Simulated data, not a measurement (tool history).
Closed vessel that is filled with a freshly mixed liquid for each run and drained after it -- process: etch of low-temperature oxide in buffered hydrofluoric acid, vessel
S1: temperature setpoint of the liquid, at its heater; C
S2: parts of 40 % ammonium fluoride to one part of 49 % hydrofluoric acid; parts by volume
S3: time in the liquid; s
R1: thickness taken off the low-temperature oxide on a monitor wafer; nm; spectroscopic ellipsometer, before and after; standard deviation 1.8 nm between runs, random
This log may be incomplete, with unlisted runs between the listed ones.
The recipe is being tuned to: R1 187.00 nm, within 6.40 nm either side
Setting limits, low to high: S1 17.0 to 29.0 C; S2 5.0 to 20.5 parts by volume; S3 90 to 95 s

run	hour	S1	S2	S3	R1
1	0.0	21.0	12.5	90	336.35
2	7.0	20.0	13.5	90	296.78
3	9.2	22.0	13.5	90	334.66
4	17.8	22.0	13.5	90	330.08
5	26.0	22.0	13.5	90	327.66
6	32.6	20.5	13.5	90	299.53
7	40.7	20.0	14.0	90	283.83
8	48.5	19.5	14.5	90	269.70
9	50.9	19.0	15.0	90	257.10
10	56.4	18.5	15.5	90	240.62
11	60.5	18.0	16.0	90	222.68
12	67.3	18.0	16.5	90	217.26

4 next moves are on the table. One of them brings every result within its allowed miss. Which?
A	74.1	18.0	17.5	90	?
B	74.1	20.0	20.0	90	?
C	74.1	17.0	20.5	95	?
D	74.1	17.0	18.0	90	?

move	R1
A	205.98
B	201.84
C	177.09
D	189.37
A: closes in on the targets versus the last run, not all within tolerance yet
B: closes in on the targets versus the last run, not all within tolerance yet
C: moves the result that the last run missed by most past its target, out the other side
D: in spec on every target
Move D is the one to make.
